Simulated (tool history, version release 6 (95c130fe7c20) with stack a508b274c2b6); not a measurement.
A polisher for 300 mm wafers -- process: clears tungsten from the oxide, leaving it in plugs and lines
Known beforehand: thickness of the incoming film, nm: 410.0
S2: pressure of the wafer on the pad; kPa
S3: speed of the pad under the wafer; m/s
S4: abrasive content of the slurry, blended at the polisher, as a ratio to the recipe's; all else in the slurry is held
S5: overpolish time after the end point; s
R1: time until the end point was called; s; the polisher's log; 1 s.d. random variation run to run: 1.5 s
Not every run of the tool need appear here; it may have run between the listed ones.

run 1 hour=0 | flow_of_slurry_(ml/min)=175 S2=22.8 S3=1.28 S4=1 S5=20 | R1=70.863
run 2 hour=1.5 | flow_of_slurry_(ml/min)=175 S2=18.6 S3=1.28 S4=1 S5=20 | R1=84.667
run 3 hour=3.7 | flow_of_slurry_(ml/min)=170 S2=15.9 S3=1.14 S4=1 S5=20 | R1=112.14
run 4 hour=8 | flow_of_slurry_(ml/min)=170 S2=21.4 S3=1.14 S4=1 S5=20 | R1=83.261
run 5 hour=16.4 | flow_of_slurry_(ml/min)=170 S2=18.6 S3=1.14 S4=1 S5=20 | R1=95.792
run 6 hour=20.9 | flow_of_slurry_(ml/min)=140 S2=18.6 S3=1.14 S4=1 S5=20 | R1=97.533

Run 7 is up next; what results do you expect?
run 7 hour=26.7 | flow_of_slurry_(ml/min)=140 S2=18.6 S3=1.14 S4=1 S5=20 | R1=?

{"run 7": {"R1": 97.71}}
